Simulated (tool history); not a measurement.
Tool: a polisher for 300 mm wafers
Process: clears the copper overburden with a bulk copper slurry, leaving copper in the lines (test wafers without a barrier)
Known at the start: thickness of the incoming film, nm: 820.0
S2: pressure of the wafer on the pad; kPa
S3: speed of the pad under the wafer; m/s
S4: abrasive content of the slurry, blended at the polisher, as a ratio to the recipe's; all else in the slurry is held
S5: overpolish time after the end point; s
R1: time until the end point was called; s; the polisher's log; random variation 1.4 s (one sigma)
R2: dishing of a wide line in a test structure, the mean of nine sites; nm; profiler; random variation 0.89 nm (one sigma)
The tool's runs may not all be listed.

Run 1, hour 0: flow of slurry (ml/min) 125, S2 11 kPa, S3 1.12 m/s, S4 1, S5 15 s. Result: R1 116.1 s, R2 55.775 nm.
Run 2, hour 7.4: flow of slurry (ml/min) 130, S2 11.7 kPa, S3 1.12 m/s, S4 1, S5 15 s. Result: R1 115.05 s, R2 59.216 nm.
Run 3, hour 15.6: flow of slurry (ml/min) 130, S2 12.4 kPa, S3 1.14 m/s, S4 1, S5 14 s. Result: R1 105.96 s, R2 57.375 nm.
Run 4, hour 16.3: flow of slurry (ml/min) 100, S2 12.4 kPa, S3 1.14 m/s, S4 1, S5 14 s. Result: R1 114.08 s, R2 54.85 nm.
Run 5, hour 23.9: flow of slurry (ml/min) 75, S2 12.4 kPa, S3 1.14 m/s, S4 1, S5 14 s. Result: R1 123.93 s, R2 51.888 nm.
Run 6, hour 28.2: flow of slurry (ml/min) 90, S2 12.4 kPa, S3 1.14 m/s, S4 1, S5 14 s. Result: R1 113.91 s, R2 55.837 nm.

Run 7 comes next. What will it give?
Run 7, hour 32.8: flow of slurry (ml/min) 100, S2 12.4 kPa, S3 1.14 m/s, S4 1, S5 14 s. Result: R1 ?, R2 ?.

{"run 7": {"R1": 113.48, "R2": 56.094}}
